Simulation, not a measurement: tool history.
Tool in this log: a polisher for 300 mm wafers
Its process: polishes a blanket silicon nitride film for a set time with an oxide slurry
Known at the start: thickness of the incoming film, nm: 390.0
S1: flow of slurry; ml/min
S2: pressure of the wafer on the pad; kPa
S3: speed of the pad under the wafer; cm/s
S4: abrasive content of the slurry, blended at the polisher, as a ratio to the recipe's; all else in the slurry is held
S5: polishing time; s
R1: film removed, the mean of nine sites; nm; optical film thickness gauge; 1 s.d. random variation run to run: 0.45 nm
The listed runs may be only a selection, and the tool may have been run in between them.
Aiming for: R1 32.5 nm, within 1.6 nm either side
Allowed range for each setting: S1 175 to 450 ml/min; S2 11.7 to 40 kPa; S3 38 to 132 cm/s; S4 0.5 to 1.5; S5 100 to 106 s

run  hour   S1    S2  S3    S4   S5      R1
  1     0  290  25.5  84     1  100  49.501
  2   2.3  290  22.8  84     1  100  45.178
  3   7.1  325  22.8  84     1  100  46.471
  4     8  320  20.7  84     1  100  44.019
  5     9  320  24.1  84     1  100  48.254
  6  10.3  320  24.1  84  0.85  100  44.747
  7  11.7  315  22.1  84  0.85  100  42.336
  8  13.5  315    20  84  0.85  100  38.456

Consider the 4 candidate settings below. Which is the only one whose results all fall within their allowed miss of target?
  A  15.3  310  18.6  70  0.7  100   ?
  B  15.3  300    20  62  0.9  104   ?
  C  15.3  210  23.4  76  0.5  100   ?
  D  15.3  330  19.3  96  0.8  106   ?

move      R1
   A  28.689
   B  31.924
   C  29.918
   D  43.023
A: the result that was furthest off in the last run now lies on the other side of its target
B: all results in spec
C: the result that was furthest off in the last run now lies on the other side of its target
D: moves away from the targets compared with the last run
B meets every target.

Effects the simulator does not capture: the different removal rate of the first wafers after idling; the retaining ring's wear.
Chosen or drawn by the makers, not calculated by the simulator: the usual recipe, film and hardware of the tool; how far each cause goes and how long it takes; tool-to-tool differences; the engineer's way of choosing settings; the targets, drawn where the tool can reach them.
